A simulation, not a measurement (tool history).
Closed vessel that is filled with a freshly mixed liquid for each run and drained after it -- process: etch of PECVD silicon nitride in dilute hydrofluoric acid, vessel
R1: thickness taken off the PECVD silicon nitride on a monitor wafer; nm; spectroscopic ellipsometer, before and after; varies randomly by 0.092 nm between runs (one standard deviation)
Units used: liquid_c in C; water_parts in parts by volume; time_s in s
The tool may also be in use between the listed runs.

run 1 hour=0 | liquid_c=22 water_parts=90 time_s=340 | R1=17.763
run 2 hour=8.5 | liquid_c=25 water_parts=90 time_s=340 | R1=22.247
run 3 hour=16.5 | liquid_c=25 water_parts=70 time_s=340 | R1=28.027
run 4 hour=20.5 | liquid_c=24 water_parts=70 time_s=340 | R1=26.213
run 5 hour=26.8 | liquid_c=24 water_parts=70 time_s=340 | R1=26.043
run 6 hour=35.3 | liquid_c=26 water_parts=70 time_s=340 | R1=29.717
run 7 hour=36.5 | liquid_c=26 water_parts=70 time_s=340 | R1=29.954
run 8 hour=37.9 | liquid_c=22 water_parts=85 time_s=340 | R1=19.146
run 9 hour=38.8 | liquid_c=21.5 water_parts=85 time_s=340 | R1=18.26
run 10 hour=42.8 | liquid_c=21 water_parts=85 time_s=340 | R1=17.745

The next listed run, before its measurement:
run 11 hour=49.2 | liquid_c=17.5 water_parts=85 time_s=340 | R1=?

{"run 11": {"R1": 13.982}}
